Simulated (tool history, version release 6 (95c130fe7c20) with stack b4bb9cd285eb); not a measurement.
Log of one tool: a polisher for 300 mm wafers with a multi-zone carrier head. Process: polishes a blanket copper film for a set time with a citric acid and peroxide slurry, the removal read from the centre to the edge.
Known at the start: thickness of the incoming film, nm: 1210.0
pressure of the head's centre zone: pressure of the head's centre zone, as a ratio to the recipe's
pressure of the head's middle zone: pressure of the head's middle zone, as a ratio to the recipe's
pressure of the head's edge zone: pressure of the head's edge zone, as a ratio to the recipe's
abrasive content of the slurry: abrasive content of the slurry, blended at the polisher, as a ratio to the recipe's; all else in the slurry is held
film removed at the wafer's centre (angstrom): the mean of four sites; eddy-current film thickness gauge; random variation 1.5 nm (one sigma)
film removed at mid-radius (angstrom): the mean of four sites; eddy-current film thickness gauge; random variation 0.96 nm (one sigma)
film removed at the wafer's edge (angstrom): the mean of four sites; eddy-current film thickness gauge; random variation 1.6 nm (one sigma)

run,hour,flow of slurry (ml/min),pressure of the head's centre zone,pressure of the head's middle zone,pressure of the head's edge zone,abrasive content of the slurry,polishing time (s),film removed at the wafer's centre (angstrom),film removed at mid-radius (angstrom),film removed at the wafer's edge (angstrom)
1,0,270,1,1,1,1,64,746.62,750.48,755.65
2,8,270,1,1,1.04,1,64,739.57,746.17,750.46
3,10.6,270,1,1,1.12,1,64,731.99,746.34,777.02
4,17.8,270,1,1.07,1.12,1,64,734.62,784.72,776.78
5,23.7,270,1.03,1.05,1.13,1.1,68,835.5,860.63,859.65
6,28.1,270,1.1,1.05,1.13,1.1,68,902.52,857.02,858.71

Run 7 comes next. What will it give?
7,35.4,270,1.11,1.04,1.14,1.2,70,?,?,?

film removed at the wafer's centre (angstrom): 947.77
film removed at mid-radius (angstrom): 886.45
film removed at the wafer's edge (angstrom): 952.51
